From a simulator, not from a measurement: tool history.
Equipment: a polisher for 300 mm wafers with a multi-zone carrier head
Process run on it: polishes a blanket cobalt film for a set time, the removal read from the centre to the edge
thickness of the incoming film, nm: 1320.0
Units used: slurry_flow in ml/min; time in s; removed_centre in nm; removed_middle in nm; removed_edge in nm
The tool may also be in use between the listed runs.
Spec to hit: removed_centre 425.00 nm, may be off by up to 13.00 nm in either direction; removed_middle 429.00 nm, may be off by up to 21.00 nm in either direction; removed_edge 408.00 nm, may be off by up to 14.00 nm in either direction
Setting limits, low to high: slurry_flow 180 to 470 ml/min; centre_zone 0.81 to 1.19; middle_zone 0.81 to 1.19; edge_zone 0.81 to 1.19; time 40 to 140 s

run	day	slurry_flow	centre_zone	middle_zone	edge_zone	time	removed_centre	removed_middle	removed_edge
1	0.000	300	1.00	1.00	1.00	90	308.34	308.95	317.24
2	0.292	300	1.00	1.00	1.03	90	302.18	316.14	323.80
3	0.550	325	1.00	1.00	1.03	90	310.21	315.71	324.07
4	0.625	325	1.05	1.00	1.03	90	332.13	315.86	320.21
5	0.808	325	1.05	1.00	1.03	107	387.88	369.79	382.55
6	0.996	335	1.06	1.02	1.04	108	401.39	377.28	384.78
7	1.367	340	1.06	1.05	1.05	109	398.06	403.54	390.66
8	1.400	345	1.07	1.05	1.06	110	410.64	401.89	403.54
9	1.521	350	1.07	1.06	1.06	110	417.21	407.88	403.19
10	1.688	355	1.07	1.07	1.06	110	410.42	412.70	394.76
11	1.788	355	1.07	1.07	1.07	110	411.22	410.63	402.22

Next run, 4 choices. One meets every target within its allowed miss, the rest don't. Which?
A	1.888	345	1.12	0.89	1.06	112	?	?	?
B	1.888	395	1.04	1.01	1.08	108	?	?	?
C	1.888	300	1.09	1.12	1.02	109	?	?	?
D	1.888	285	1.08	1.12	1.09	114	?	?	?

move	removed_centre	removed_middle	removed_edge
A	434.65	366.01	411.00
B	394.21	396.98	402.56
C	406.05	426.66	387.88
D	418.13	443.71	416.18
A: corrects the largest miss of the last run, while another result sits out of spec
B: its largest miss is bigger than the last run's
C: its largest miss is bigger than the last run's
D: all results land within tolerance of their targets
The move that meets every target is D.

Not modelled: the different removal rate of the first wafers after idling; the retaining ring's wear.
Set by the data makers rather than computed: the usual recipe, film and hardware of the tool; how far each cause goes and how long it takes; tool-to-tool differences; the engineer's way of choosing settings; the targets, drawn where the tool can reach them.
